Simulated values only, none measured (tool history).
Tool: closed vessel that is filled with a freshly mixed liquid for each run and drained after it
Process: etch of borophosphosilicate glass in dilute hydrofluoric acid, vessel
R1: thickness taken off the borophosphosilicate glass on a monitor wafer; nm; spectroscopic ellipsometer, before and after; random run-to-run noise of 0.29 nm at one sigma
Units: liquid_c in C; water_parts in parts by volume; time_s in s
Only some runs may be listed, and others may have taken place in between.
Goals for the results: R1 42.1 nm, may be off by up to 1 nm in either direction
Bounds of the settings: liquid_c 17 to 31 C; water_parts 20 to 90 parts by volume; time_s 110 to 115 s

{"run": 1, "hour": 0.0, "liquid_c": 23, "water_parts": 50, "time_s": 110, "R1": 63.848}
{"run": 2, "hour": 5.1, "liquid_c": 21.5, "water_parts": 50, "time_s": 110, "R1": 59.001}
{"run": 3, "hour": 11.2, "liquid_c": 21.5, "water_parts": 40, "time_s": 110, "R1": 75.232}
{"run": 4, "hour": 18.7, "liquid_c": 21.5, "water_parts": 40, "time_s": 110, "R1": 74.865}
{"run": 5, "hour": 21.3, "liquid_c": 19.5, "water_parts": 40, "time_s": 110, "R1": 69.125}
{"run": 6, "hour": 29.4, "liquid_c": 21, "water_parts": 40, "time_s": 110, "R1": 73.851}
{"run": 7, "hour": 38.6, "liquid_c": 20, "water_parts": 45, "time_s": 110, "R1": 62.238}
{"run": 8, "hour": 44.3, "liquid_c": 19.5, "water_parts": 50, "time_s": 110, "R1": 54.612}
{"run": 9, "hour": 52.4, "liquid_c": 19, "water_parts": 50, "time_s": 110, "R1": 53.497}
{"run": 10, "hour": 59.0, "liquid_c": 18.5, "water_parts": 50, "time_s": 110, "R1": 52.288}
{"run": 11, "hour": 60.9, "liquid_c": 18.5, "water_parts": 50, "time_s": 110, "R1": 52.574}
{"run": 12, "hour": 69.3, "liquid_c": 18, "water_parts": 50, "time_s": 110, "R1": 51.245}
{"run": 13, "hour": 72.8, "liquid_c": 17.5, "water_parts": 55, "time_s": 110, "R1": 45.481}
{"run": 14, "hour": 78.0, "liquid_c": 17, "water_parts": 55, "time_s": 110, "R1": 44.543}
{"run": 15, "hour": 80.3, "liquid_c": 17, "water_parts": 60, "time_s": 110, "R1": 40.343}
{"run": 16, "hour": 84.6, "liquid_c": 17, "water_parts": 60, "time_s": 110, "R1": 40.304}

Next run, 5 choices. One meets every target within its allowed miss, the rest don't. Which?
{"run": "A", "hour": 88.9, "liquid_c": 17.5, "water_parts": 65, "time_s": 115, "R1": "?"}
{"run": "B", "hour": 88.9, "liquid_c": 17, "water_parts": 65, "time_s": 115, "R1": "?"}
{"run": "C", "hour": 88.9, "liquid_c": 22, "water_parts": 75, "time_s": 110, "R1": "?"}
{"run": "D", "hour": 88.9, "liquid_c": 17, "water_parts": 55, "time_s": 110, "R1": "?"}
{"run": "E", "hour": 88.9, "liquid_c": 24, "water_parts": 75, "time_s": 110, "R1": "?"}

move=A R1=39.722
move=B R1=38.877
move=C R1=39.316
move=D R1=44.436
move=E R1=42.651
A: lands further from the targets than the last run did
B: lands further from the targets than the last run did
C: lands further from the targets than the last run did
D: moves the result that the last run missed by most past its target, out the other side
E: in spec on every target
Go with E: it meets all targets.
